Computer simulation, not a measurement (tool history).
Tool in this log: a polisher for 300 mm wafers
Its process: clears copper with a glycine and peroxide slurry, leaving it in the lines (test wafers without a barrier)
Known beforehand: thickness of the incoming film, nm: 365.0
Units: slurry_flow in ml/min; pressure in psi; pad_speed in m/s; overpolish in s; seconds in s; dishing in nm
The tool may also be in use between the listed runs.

run  hour  slurry_flow  pressure  pad_speed  overpolish  seconds  dishing
  1   0.0          275       1.9       0.80          15  101.030   37.551
  2   5.6          275       2.1       0.82          12   95.058   34.003
  3   8.6          335       2.1       0.82          12   90.103   34.213
  4  11.8          350       2.2       0.84          10   87.505   30.169
  5  18.6          350       2.0       0.84          10   93.180   29.477
  6  22.2          350       1.7       0.84          10  101.130   25.694
  7  30.8          360       1.9       0.86           9   94.211   25.293

What will run 8 give?
  8  36.5          365       2.1       0.88           9        ?        ?

{"run 8": {"seconds": 86.445, "dishing": 28.265}}
